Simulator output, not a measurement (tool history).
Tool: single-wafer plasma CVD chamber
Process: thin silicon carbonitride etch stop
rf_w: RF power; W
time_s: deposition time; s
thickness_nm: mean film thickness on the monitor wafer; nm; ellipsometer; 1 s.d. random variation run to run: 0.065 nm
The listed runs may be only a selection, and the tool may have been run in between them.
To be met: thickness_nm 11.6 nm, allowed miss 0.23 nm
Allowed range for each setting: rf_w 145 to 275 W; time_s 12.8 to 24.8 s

Run 1, hour 0: rf_w 210 W, time_s 18.8 s. Result: thickness_nm 10.014 nm.
Run 2, hour 5.8: rf_w 180 W, time_s 18.8 s. Result: thickness_nm 9.4029 nm.
Run 3, hour 9.7: rf_w 190 W, time_s 18.9 s. Result: thickness_nm 9.7126 nm.
Run 4, hour 12.4: rf_w 170 W, time_s 18.9 s. Result: thickness_nm 9.2367 nm.
Run 5, hour 17.7: rf_w 190 W, time_s 18.9 s. Result: thickness_nm 9.5778 nm.
Run 6, hour 22.9: rf_w 195 W, time_s 19 s. Result: thickness_nm 9.8567 nm.
Run 7, hour 26.8: rf_w 200 W, time_s 19.1 s. Result: thickness_nm 9.9843 nm.
Run 8, hour 31.8: rf_w 205 W, time_s 19.2 s. Result: thickness_nm 10.28 nm.
Run 9, hour 37.5: rf_w 210 W, time_s 19.2 s. Result: thickness_nm 10.259 nm.
Run 10, hour 42.1: rf_w 215 W, time_s 19.2 s. Result: thickness_nm 10.351 nm.
Run 11, hour 45: rf_w 220 W, time_s 19.2 s. Result: thickness_nm 10.464 nm.
Run 12, hour 50.1: rf_w 225 W, time_s 19.2 s. Result: thickness_nm 10.588 nm.
Run 13, hour 55: rf_w 230 W, time_s 19.2 s. Result: thickness_nm 10.617 nm.
At hour 63.7: thermocouple changed; heater temperature recalibrated.
Run 14, hour 63.7: rf_w 235 W, time_s 19.3 s. Result: thickness_nm 10.664 nm.

Which of these 4 next moves meets every target?
Run A, hour 72.4: rf_w 235 W, time_s 17.7 s. Result: thickness_nm ?.
Run B, hour 72.4: rf_w 255 W, time_s 21.4 s. Result: thickness_nm ?.
Run C, hour 72.4: rf_w 200 W, time_s 22.1 s. Result: thickness_nm ?.
Run D, hour 72.4: rf_w 220 W, time_s 18.6 s. Result: thickness_nm ?.

move  thickness_nm
   A        9.7867
   B        12.196
   C         11.49
   D        10.032
A: misses by more than the last run did
B: carries the result that was furthest off beyond its target, to the other side
C: in spec on every target
D: misses by more than the last run did
Go with C: it meets all targets.
